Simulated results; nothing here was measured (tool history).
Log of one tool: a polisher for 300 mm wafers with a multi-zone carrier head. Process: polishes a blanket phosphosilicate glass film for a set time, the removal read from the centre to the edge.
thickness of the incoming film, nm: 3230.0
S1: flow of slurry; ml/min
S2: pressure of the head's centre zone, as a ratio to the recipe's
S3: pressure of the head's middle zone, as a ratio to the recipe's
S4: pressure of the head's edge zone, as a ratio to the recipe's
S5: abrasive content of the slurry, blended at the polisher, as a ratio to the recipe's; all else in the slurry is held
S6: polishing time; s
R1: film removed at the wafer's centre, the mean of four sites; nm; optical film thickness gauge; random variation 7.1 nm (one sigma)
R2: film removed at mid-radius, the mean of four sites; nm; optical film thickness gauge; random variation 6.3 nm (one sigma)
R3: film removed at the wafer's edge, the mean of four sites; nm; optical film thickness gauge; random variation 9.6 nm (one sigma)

run,day,S1,S2,S3,S4,S5,S6,R1,R2,R3
1,0.000,150,1.00,1.00,1.00,1.0,77,686.52,725.53,732.28
2,0.350,145,1.00,0.99,0.99,1.0,77,666.50,707.25,740.07
3,0.583,145,1.00,0.99,0.95,1.0,77,691.86,703.16,729.61
4,0.900,140,1.00,0.99,0.94,1.0,77,679.23,700.43,715.69
5,1.029,160,1.00,0.99,0.94,1.0,77,707.13,721.72,729.79
# day 1.371: slurry nozzle cleaned
6,1.371,160,1.00,0.99,0.89,1.0,77,778.72,779.56,754.79

The next listed run, before its measurement:
7,1.500,150,1.00,0.99,0.89,1.0,77,?,?,?

{"run 7": {"R1": 758.02, "R2": 765.65, "R3": 744.06}}
